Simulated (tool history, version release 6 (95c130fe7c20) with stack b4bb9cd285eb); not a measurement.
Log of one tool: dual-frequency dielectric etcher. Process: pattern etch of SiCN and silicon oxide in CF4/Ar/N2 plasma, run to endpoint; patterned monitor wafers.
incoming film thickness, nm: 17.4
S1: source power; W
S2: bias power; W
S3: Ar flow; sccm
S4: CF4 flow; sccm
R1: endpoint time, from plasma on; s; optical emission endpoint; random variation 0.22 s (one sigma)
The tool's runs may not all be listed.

run,hour,S1,S2,S3,S4,R1
1,0.0,400,64,103,66,22.582
2,1.1,390,64,103,66,23.591
3,7.4,380,64,103,66,24.267
4,11.2,380,71,103,66,22.973
5,15.4,380,71,103,74,22.481
6,17.5,370,71,103,74,23.175

Run 7 comes next. What will it give?
7,20.0,360,71,103,74,?

R1: 23.893 s
